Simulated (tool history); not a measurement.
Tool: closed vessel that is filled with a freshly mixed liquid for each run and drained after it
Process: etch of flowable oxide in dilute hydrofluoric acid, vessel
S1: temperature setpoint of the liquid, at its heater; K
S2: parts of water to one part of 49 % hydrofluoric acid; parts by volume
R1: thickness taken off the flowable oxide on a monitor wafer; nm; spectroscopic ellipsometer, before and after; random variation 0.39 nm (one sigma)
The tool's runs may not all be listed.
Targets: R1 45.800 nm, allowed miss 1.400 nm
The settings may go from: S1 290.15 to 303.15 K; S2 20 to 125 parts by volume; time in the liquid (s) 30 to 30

run 1 hour=0.0 | S1=295.15 S2=70 time_in_the_liquid_(s)=30 | R1=23.739
run 2 hour=8.5 | S1=297.15 S2=65 time_in_the_liquid_(s)=30 | R1=27.998
run 3 hour=14.5 | S1=297.15 S2=65 time_in_the_liquid_(s)=30 | R1=28.271
run 4 hour=22.2 | S1=297.15 S2=85 time_in_the_liquid_(s)=30 | R1=21.137
run 5 hour=31.5 | S1=297.15 S2=100 time_in_the_liquid_(s)=30 | R1=17.372
run 6 hour=33.3 | S1=297.15 S2=100 time_in_the_liquid_(s)=30 | R1=17.397
run 7 hour=35.3 | S1=298.65 S2=85 time_in_the_liquid_(s)=30 | R1=22.210
run 8 hour=42.9 | S1=299.65 S2=75 time_in_the_liquid_(s)=30 | R1=26.418
run 9 hour=49.5 | S1=303.15 S2=45 time_in_the_liquid_(s)=30 | R1=53.416
run 10 hour=53.3 | S1=302.15 S2=45 time_in_the_liquid_(s)=30 | R1=51.907
run 11 hour=58.0 | S1=298.65 S2=45 time_in_the_liquid_(s)=30 | R1=43.822

Which of these 5 next moves meets every target?
run A hour=62.7 | S1=301.15 S2=50 time_in_the_liquid_(s)=30 | R1=?
run B hour=62.7 | S1=298.15 S2=40 time_in_the_liquid_(s)=30 | R1=?
run C hour=62.7 | S1=300.15 S2=50 time_in_the_liquid_(s)=30 | R1=?
run D hour=62.7 | S1=299.65 S2=50 time_in_the_liquid_(s)=30 | R1=?
run E hour=62.7 | S1=302.15 S2=50 time_in_the_liquid_(s)=30 | R1=?

move=A R1=43.098
move=B R1=48.388
move=C R1=41.407
move=D R1=40.581
move=E R1=44.844
A: further off than the last run
B: takes the result that was furthest off past its target
C: further off than the last run
D: further off than the last run
E: meets every target
Move E is the one to make.

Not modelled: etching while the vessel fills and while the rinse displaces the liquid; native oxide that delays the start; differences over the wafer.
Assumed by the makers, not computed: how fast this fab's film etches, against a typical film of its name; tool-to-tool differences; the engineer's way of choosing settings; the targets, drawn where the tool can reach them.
